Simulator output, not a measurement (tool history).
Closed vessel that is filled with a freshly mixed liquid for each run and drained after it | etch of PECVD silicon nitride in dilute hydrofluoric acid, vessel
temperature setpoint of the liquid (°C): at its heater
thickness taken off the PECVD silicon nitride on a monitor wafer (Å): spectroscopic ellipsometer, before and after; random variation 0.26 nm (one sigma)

run	hour	temperature setpoint of the liquid (°C)	parts of water to one part of 49 % hydrofluoric acid (parts by volume)	time in the liquid (s)	thickness taken off the PECVD silicon nitride on a monitor wafer (Å)
1	0	25	50	420	276.85
2	5.8	25.5	50	420	285.96
3	12.2	28	50	420	333.34
4	12.8	28	50	420	335.23
5	19.9	28	50	420	338.51
6	28	25	50	420	277.95

The next listed run, before its measurement:
7	30.2	25.5	50	420	?

{"run 7": {"thickness taken off the PECVD silicon nitride on a monitor wafer (Å)": 284.72}}

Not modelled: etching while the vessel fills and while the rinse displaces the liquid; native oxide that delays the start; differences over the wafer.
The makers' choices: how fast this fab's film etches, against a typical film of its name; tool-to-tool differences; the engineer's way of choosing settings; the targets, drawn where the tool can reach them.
